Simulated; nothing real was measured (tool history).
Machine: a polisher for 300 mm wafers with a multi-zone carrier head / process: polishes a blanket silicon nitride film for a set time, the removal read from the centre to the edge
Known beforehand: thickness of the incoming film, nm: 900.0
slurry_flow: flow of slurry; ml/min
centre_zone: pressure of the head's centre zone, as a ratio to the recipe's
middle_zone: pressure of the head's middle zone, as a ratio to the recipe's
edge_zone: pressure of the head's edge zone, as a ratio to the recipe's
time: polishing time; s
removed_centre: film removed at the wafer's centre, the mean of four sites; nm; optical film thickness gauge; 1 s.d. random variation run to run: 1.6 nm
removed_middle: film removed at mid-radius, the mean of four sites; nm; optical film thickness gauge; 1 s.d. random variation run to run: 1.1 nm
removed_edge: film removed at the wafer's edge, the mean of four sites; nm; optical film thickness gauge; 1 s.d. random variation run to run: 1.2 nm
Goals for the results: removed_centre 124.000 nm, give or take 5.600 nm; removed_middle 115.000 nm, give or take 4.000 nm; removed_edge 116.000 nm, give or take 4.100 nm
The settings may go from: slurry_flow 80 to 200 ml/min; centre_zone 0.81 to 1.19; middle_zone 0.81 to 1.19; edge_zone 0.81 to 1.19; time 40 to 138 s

{"run": 1, "hour": 0.0, "slurry_flow": 130, "centre_zone": 1.0, "middle_zone": 1.0, "edge_zone": 1.0, "time": 88, "removed_centre": 96.585, "removed_middle": 96.529, "removed_edge": 97.135}
{"run": 2, "hour": 1.9, "slurry_flow": 130, "centre_zone": 1.0, "middle_zone": 1.0, "edge_zone": 0.97, "time": 88, "removed_centre": 94.795, "removed_middle": 95.788, "removed_edge": 94.897}
{"run": 3, "hour": 8.0, "slurry_flow": 140, "centre_zone": 1.02, "middle_zone": 1.01, "edge_zone": 1.01, "time": 89, "removed_centre": 101.17, "removed_middle": 98.167, "removed_edge": 98.985}
{"run": 4, "hour": 13.4, "slurry_flow": 145, "centre_zone": 1.03, "middle_zone": 1.03, "edge_zone": 1.04, "time": 91, "removed_centre": 105.01, "removed_middle": 103.55, "removed_edge": 105.53}
{"run": 5, "hour": 14.6, "slurry_flow": 155, "centre_zone": 1.05, "middle_zone": 1.04, "edge_zone": 1.05, "time": 92, "removed_centre": 111.75, "removed_middle": 108.96, "removed_edge": 106.43}
{"run": 6, "hour": 17.6, "slurry_flow": 155, "centre_zone": 1.08, "middle_zone": 1.04, "edge_zone": 1.05, "time": 92, "removed_centre": 113.4, "removed_middle": 107.39, "removed_edge": 106.09}
{"run": 7, "hour": 25.2, "slurry_flow": 160, "centre_zone": 1.08, "middle_zone": 1.04, "edge_zone": 1.07, "time": 92, "removed_centre": 116.44, "removed_middle": 106.92, "removed_edge": 108.36}
{"run": 8, "hour": 31.0, "slurry_flow": 190, "centre_zone": 1.06, "middle_zone": 1.08, "edge_zone": 1.11, "time": 94, "removed_centre": 116.99, "removed_middle": 116.95, "removed_edge": 115.07}

Which one of the following 4 next-run settings gets every result inside its allowed miss? There is exactly one.
{"run": "A", "hour": 36.8, "slurry_flow": 175, "centre_zone": 1.16, "middle_zone": 1.07, "edge_zone": 1.08, "time": 98, "removed_centre": "?", "removed_middle": "?", "removed_edge": "?"}
{"run": "B", "hour": 36.8, "slurry_flow": 200, "centre_zone": 1.0, "middle_zone": 1.08, "edge_zone": 1.15, "time": 95, "removed_centre": "?", "removed_middle": "?", "removed_edge": "?"}
{"run": "C", "hour": 36.8, "slurry_flow": 195, "centre_zone": 1.06, "middle_zone": 0.99, "edge_zone": 1.01, "time": 99, "removed_centre": "?", "removed_middle": "?", "removed_edge": "?"}
{"run": "D", "hour": 36.8, "slurry_flow": 180, "centre_zone": 0.95, "middle_zone": 1.05, "edge_zone": 1.12, "time": 95, "removed_centre": "?", "removed_middle": "?", "removed_edge": "?"}

move=A removed_centre=132.670 removed_middle=120.880 removed_edge=118.260
move=B removed_centre=113.440 removed_middle=120.710 removed_edge=120.240
move=C removed_centre=124.760 removed_middle=116.910 removed_edge=117.210
move=D removed_centre=105.720 removed_middle=116.100 removed_edge=117.210
A: moves the result that the last run missed by most past its target, out the other side
B: misses by more than the last run did
C: all results land within tolerance of their targets
D: misses by more than the last run did
Move C is the one to make.
